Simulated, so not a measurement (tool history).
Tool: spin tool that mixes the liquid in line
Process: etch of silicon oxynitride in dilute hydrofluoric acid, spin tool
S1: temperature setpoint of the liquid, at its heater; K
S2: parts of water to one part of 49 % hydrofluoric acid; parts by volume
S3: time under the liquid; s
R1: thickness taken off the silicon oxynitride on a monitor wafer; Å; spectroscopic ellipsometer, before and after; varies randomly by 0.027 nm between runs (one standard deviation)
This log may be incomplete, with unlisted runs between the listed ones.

| run | day | S1 | S2 | S3 | R1 |
|---|---|---|---|---|---|
| 1 | 0 | 299.15 | 95 | 100 | 17.623 |
| 2 | 0.221 | 301.15 | 95 | 100 | 18.771 |
| 3 | 0.517 | 302.65 | 95 | 100 | 20.283 |
| 4 | 0.558 | 303.65 | 95 | 100 | 21.141 |
| 5 | 0.758 | 300.65 | 95 | 100 | 18.148 |
| 6 | 0.833 | 302.15 | 95 | 100 | 19.697 |
| 7 | 0.929 | 303.15 | 95 | 100 | 20.738 |
| 8 | 1.171 | 304.15 | 95 | 100 | 21.656 |
| 9 | 1.292 | 304.65 | 95 | 100 | 22.384 |

What does the tool deliver on the next run?
| 10 | 1.629 | 305.15 | 95 | 100 | ? |

{"run 10": {"R1": 23.034}}

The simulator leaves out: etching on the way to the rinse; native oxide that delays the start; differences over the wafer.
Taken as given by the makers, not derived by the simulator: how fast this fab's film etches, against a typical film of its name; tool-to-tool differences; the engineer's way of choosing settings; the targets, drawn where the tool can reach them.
